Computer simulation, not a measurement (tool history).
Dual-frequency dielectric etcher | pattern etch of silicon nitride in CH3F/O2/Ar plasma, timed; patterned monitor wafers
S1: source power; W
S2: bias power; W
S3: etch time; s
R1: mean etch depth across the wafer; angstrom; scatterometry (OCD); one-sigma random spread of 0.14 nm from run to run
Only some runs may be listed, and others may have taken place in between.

run,hour,S1,S2,S3,R1
1,0.0,540,73,67.5,537.78
2,8.4,540,73,70.5,559.79
3,16.1,490,69,70.5,532.81
4,22.6,490,74,70.5,542.19
5,31.3,450,71,70.5,515.80
# hour 33.4: source power generator calibrated
6,33.4,450,65,70.5,495.96
7,42.2,420,65,70.5,486.27
8,45.3,320,59,70.5,423.47

Run 9, settings as shown, results not yet in. Your forecast:
9,48.1,380,59,70.5,?

R1: 453.45 angstrom
